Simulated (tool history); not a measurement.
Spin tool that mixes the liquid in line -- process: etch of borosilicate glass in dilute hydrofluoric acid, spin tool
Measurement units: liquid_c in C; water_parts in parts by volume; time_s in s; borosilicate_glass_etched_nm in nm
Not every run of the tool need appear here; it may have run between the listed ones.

| run | hour | liquid_c | water_parts | time_s | borosilicate_glass_etched_nm |
|---|---|---|---|---|---|
| 1 | 0 | 25 | 205 | 255 | 54.83 |
| 2 | 3.6 | 25 | 205 | 275 | 59.453 |
| 3 | 12.6 | 23.5 | 220 | 275 | 51.192 |
| 4 | 13.6 | 22.5 | 230 | 275 | 46.663 |
| 5 | 17.1 | 21 | 230 | 275 | 44.377 |
| 6 | 18 | 20.5 | 240 | 275 | 41.117 |

Run 7 comes next. What will it give?
| 7 | 19.2 | 20 | 250 | 275 | ? |

borosilicate_glass_etched_nm: 38.951 nm
